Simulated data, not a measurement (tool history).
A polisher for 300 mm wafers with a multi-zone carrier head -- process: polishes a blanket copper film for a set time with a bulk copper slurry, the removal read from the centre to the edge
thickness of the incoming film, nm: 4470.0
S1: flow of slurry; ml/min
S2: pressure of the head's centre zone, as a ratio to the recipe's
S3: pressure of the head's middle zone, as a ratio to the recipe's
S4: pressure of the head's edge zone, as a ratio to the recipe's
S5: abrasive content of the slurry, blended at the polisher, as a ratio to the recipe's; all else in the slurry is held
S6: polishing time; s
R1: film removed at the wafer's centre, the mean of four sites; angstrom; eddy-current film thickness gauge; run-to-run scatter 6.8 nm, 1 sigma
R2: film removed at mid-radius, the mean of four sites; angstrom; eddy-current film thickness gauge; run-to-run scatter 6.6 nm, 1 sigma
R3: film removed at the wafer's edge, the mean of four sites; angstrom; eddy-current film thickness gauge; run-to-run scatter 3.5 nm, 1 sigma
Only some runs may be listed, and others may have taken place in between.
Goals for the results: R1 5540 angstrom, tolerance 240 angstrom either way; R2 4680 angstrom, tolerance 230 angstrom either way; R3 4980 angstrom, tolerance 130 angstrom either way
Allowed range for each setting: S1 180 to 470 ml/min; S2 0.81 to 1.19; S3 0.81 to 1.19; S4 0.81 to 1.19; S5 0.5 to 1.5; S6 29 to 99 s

Run 1, hour 0: S1 300 ml/min, S2 1, S3 1, S4 1, S5 1, S6 64 s. Result: R1 5973.8 angstrom, R2 6169.9 angstrom, R3 6013.8 angstrom.
Run 2, hour 5.4: S1 300 ml/min, S2 1, S3 1, S4 1, S5 0.8, S6 64 s. Result: R1 5744 angstrom, R2 5923.8 angstrom, R3 5770.6 angstrom.
Run 3, hour 6.5: S1 295 ml/min, S2 1.01, S3 0.97, S4 0.98, S5 0.75, S6 64 s. Result: R1 5777.8 angstrom, R2 5616.5 angstrom, R3 5609 angstrom.
Run 4, hour 7.6: S1 290 ml/min, S2 1.01, S3 0.95, S4 0.96, S5 0.7, S6 64 s. Result: R1 5825.7 angstrom, R2 5535.2 angstrom, R3 5434.5 angstrom.
Run 5, hour 14.2: S1 330 ml/min, S2 1.01, S3 0.95, S4 0.96, S5 0.7, S6 64 s. Result: R1 5810.3 angstrom, R2 5563.4 angstrom, R3 5497 angstrom.
Run 6, hour 22.5: S1 330 ml/min, S2 1.01, S3 0.87, S4 0.96, S5 0.7, S6 64 s. Result: R1 5714.9 angstrom, R2 5233.1 angstrom, R3 5450.7 angstrom.
Run 7, hour 27.2: S1 325 ml/min, S2 1.01, S3 0.86, S4 0.95, S5 0.65, S6 64 s. Result: R1 5565.7 angstrom, R2 5225.4 angstrom, R3 5420.5 angstrom.
Run 8, hour 35.2: S1 325 ml/min, S2 1.02, S3 0.85, S4 0.95, S5 0.6, S6 63 s. Result: R1 5517.7 angstrom, R2 4940.2 angstrom, R3 5191.3 angstrom.

Consider the 5 candidate settings below. Which is the only one whose results all fall within their allowed miss of target?
Run A, hour 43.2: S1 330 ml/min, S2 1.08, S3 0.95, S4 0.86, S5 0.65, S6 62 s. Result: R1 ?, R2 ?, R3 ?.
Run B, hour 43.2: S1 290 ml/min, S2 1.06, S3 0.86, S4 0.96, S5 0.65, S6 59 s. Result: R1 ?, R2 ?, R3 ?.
Run C, hour 43.2: S1 350 ml/min, S2 0.99, S3 0.95, S4 0.93, S5 0.65, S6 63 s. Result: R1 ?, R2 ?, R3 ?.
Run D, hour 43.2: S1 270 ml/min, S2 1.14, S3 0.81, S4 1.17, S5 0.55, S6 59 s. Result: R1 ?, R2 ?, R3 ?.
Run E, hour 43.2: S1 415 ml/min, S2 0.93, S3 0.91, S4 0.88, S5 0.7, S6 64 s. Result: R1 ?, R2 ?, R3 ?.

move      R1      R2      R3
   A  5933.3  5335.3  4995.3
   B  5472.2  4687.5  4964.6
   C  5551.1  5448.3  5279.5
   D  5655.5  4324.7  5277.4
   E  5445.1  5519.8  5359.6
A: puts the biggest miss on target and leaves a different result outside tolerance
B: hits every target within its allowed miss
C: further off than the last run
D: further off than the last run
E: further off than the last run
Answer: B
